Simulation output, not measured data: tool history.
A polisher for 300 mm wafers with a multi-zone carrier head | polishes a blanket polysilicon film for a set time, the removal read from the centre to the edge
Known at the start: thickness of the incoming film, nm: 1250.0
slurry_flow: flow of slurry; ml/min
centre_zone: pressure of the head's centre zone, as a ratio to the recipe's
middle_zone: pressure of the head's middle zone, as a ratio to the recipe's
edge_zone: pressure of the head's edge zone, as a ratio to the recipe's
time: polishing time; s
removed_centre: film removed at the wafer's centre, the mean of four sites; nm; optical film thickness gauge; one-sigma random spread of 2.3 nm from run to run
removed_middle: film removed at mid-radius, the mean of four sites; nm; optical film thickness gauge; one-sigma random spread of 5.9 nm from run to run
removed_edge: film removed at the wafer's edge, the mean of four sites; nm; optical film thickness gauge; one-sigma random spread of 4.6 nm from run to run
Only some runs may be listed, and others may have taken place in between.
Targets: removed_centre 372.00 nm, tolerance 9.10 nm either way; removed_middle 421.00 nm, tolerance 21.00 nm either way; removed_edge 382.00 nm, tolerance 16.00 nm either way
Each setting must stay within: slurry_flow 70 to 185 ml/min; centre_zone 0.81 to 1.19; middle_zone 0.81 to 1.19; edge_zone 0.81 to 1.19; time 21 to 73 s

run	hour	slurry_flow	centre_zone	middle_zone	edge_zone	time	removed_centre	removed_middle	removed_edge
1	0.0	120	1.00	1.00	1.00	47	441.42	442.71	448.21
2	4.3	120	1.00	1.00	1.00	38	356.20	355.04	362.04
3	7.6	120	1.00	1.00	1.08	38	354.51	346.09	373.02
4	11.0	120	1.00	1.00	1.08	43	401.22	401.92	426.07
5	13.7	120	1.00	0.92	1.08	43	401.06	374.27	418.95
6	19.3	120	1.00	0.94	1.06	43	399.12	387.15	417.09
7	28.0	120	1.00	0.96	1.04	43	402.26	389.69	420.23
8	30.0	120	1.00	0.98	1.03	43	404.14	403.22	420.38
9	34.6	120	1.00	0.99	1.02	43	401.06	399.99	414.11
10	40.0	120	1.00	1.00	1.01	43	399.73	406.54	412.89
11	47.6	120	1.00	1.00	1.01	43	399.54	403.34	412.49
12	51.8	120	1.00	1.01	1.00	43	407.01	399.04	402.38
13	57.0	115	0.99	1.02	1.00	43	396.78	408.75	403.27

Which one of the following 4 next-run settings gets every result inside its allowed miss? There is exactly one.
A	62.2	135	0.94	1.06	0.97	41	?	?	?
B	62.2	85	0.92	1.08	1.02	47	?	?	?
C	62.2	90	1.09	1.05	0.88	45	?	?	?
D	62.2	120	0.94	1.02	1.05	43	?	?	?

move	removed_centre	removed_middle	removed_edge
A	367.71	407.38	391.93
B	367.66	429.18	429.49
C	423.20	406.54	387.37
D	375.63	404.14	420.57
A: all results in spec
B: puts the biggest miss on target and leaves a different result outside tolerance
C: misses by more than the last run did
D: puts the biggest miss on target and leaves a different result outside tolerance
Answer: A

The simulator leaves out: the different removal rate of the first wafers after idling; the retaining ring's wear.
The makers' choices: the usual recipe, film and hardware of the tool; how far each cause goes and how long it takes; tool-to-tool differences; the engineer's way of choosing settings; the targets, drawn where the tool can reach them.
